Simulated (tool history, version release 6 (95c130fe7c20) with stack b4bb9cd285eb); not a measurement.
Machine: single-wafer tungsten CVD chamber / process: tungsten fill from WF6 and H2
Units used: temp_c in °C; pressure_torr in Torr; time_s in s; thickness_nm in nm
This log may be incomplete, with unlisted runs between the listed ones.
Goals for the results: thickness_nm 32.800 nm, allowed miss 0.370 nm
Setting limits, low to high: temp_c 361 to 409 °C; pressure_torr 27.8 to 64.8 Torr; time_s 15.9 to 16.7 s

{"run": 1, "hour": 0.0, "temp_c": 385, "pressure_torr": 46.3, "time_s": 16.7, "thickness_nm": 49.983}
{"run": 2, "hour": 1.8, "temp_c": 385, "pressure_torr": 51.0, "time_s": 16.7, "thickness_nm": 52.713}
{"run": 3, "hour": 6.4, "temp_c": 385, "pressure_torr": 51.0, "time_s": 16.7, "thickness_nm": 53.047}
{"run": 4, "hour": 13.4, "temp_c": 377, "pressure_torr": 51.0, "time_s": 16.7, "thickness_nm": 46.039}
{"run": 5, "hour": 18.9, "temp_c": 377, "pressure_torr": 51.0, "time_s": 16.7, "thickness_nm": 45.975}
{"hour": 19.8, "done": "thermocouple changed; heater temperature recalibrated"}
{"run": 6, "hour": 19.8, "temp_c": 377, "pressure_torr": 51.0, "time_s": 16.7, "thickness_nm": 41.727}
{"run": 7, "hour": 24.5, "temp_c": 375, "pressure_torr": 51.0, "time_s": 16.7, "thickness_nm": 40.405}
{"run": 8, "hour": 32.3, "temp_c": 373, "pressure_torr": 51.0, "time_s": 16.7, "thickness_nm": 39.047}
{"run": 9, "hour": 33.3, "temp_c": 372, "pressure_torr": 51.0, "time_s": 16.7, "thickness_nm": 38.163}
{"run": 10, "hour": 36.8, "temp_c": 371, "pressure_torr": 51.0, "time_s": 16.7, "thickness_nm": 37.356}
{"run": 11, "hour": 38.1, "temp_c": 370, "pressure_torr": 51.0, "time_s": 16.7, "thickness_nm": 36.895}
{"run": 12, "hour": 44.9, "temp_c": 369, "pressure_torr": 51.0, "time_s": 16.7, "thickness_nm": 36.124}
{"run": 13, "hour": 48.0, "temp_c": 368, "pressure_torr": 51.0, "time_s": 16.7, "thickness_nm": 35.4}
{"run": 14, "hour": 56.7, "temp_c": 363, "pressure_torr": 50.9, "time_s": 16.7, "thickness_nm": 32.221}

Which one of the following 5 next-run settings gets every result inside its allowed miss? There is exactly one.
{"run": "A", "hour": 65.4, "temp_c": 362, "pressure_torr": 49.8, "time_s": 16.7, "thickness_nm": "?"}
{"run": "B", "hour": 65.4, "temp_c": 362, "pressure_torr": 53.1, "time_s": 15.9, "thickness_nm": "?"}
{"run": "C", "hour": 65.4, "temp_c": 363, "pressure_torr": 51.2, "time_s": 16.3, "thickness_nm": "?"}
{"run": "D", "hour": 65.4, "temp_c": 365, "pressure_torr": 46.8, "time_s": 16.7, "thickness_nm": "?"}
{"run": "E", "hour": 65.4, "temp_c": 363, "pressure_torr": 54.7, "time_s": 16.3, "thickness_nm": "?"}

move=A thickness_nm=31.183
move=B thickness_nm=30.743
move=C thickness_nm=31.496
move=D thickness_nm=31.866
move=E thickness_nm=32.644
A: the biggest miss grows against the last run
B: the biggest miss grows against the last run
C: the biggest miss grows against the last run
D: the biggest miss grows against the last run
E: all results in spec
Go with E: it meets all targets.
